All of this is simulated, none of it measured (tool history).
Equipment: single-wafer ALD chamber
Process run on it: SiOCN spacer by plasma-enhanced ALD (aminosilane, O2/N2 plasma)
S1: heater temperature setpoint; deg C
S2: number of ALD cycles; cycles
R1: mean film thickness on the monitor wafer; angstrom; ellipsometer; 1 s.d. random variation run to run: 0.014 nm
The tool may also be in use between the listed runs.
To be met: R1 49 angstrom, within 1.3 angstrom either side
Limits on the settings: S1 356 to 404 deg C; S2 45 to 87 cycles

run  hour   S1  S2      R1
  1     0  380  66  39.496
  2   6.3  380  68  40.772
  3  14.9  389  68  40.742
  4  15.7  389  75  44.735
  5  18.3  389  76  45.396
  6  22.3  382  76  45.549
  7  23.7  382  77  45.754
  8  31.7  382  78  46.587

Next run, 5 choices. One meets every target within its allowed miss, the rest don't. Which?
  A  39.7  392  76   ?
  B  39.7  391  77   ?
  C  39.7  385  82   ?
  D  39.7  365  76   ?
  E  39.7  372  78   ?

move      R1
   A  45.695
   B  46.296
   C  49.303
   D  45.695
   E  46.898
A: the biggest miss grows against the last run
B: the biggest miss grows against the last run
C: every result lands within tolerance
D: the biggest miss grows against the last run
E: better than the last run, though not everything is in spec
C meets every target.

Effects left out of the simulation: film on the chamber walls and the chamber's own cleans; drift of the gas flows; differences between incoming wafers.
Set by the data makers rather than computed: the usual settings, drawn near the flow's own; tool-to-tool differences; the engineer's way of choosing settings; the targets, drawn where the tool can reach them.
